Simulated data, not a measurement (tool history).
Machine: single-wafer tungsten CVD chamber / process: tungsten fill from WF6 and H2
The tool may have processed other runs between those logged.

run,day,heater temperature setpoint (K),chamber pressure (Pa),deposition time (s),mean film thickness on the monitor wafer (Å)
1,0.000,658.15,5893,32.3,854.33
2,0.279,658.15,5106,32.3,787.99
3,0.533,663.15,5120,32.3,884.13
4,0.888,659.15,5120,32.3,803.97
5,1.229,663.15,5133,32.3,876.67
6,1.292,655.15,5133,32.3,748.96

Run 7, settings as shown, results not yet in. Your forecast:
7,1.383,661.15,5146,32.3,?

Run 7 gave mean film thickness on the monitor wafer (Å) 848.09.
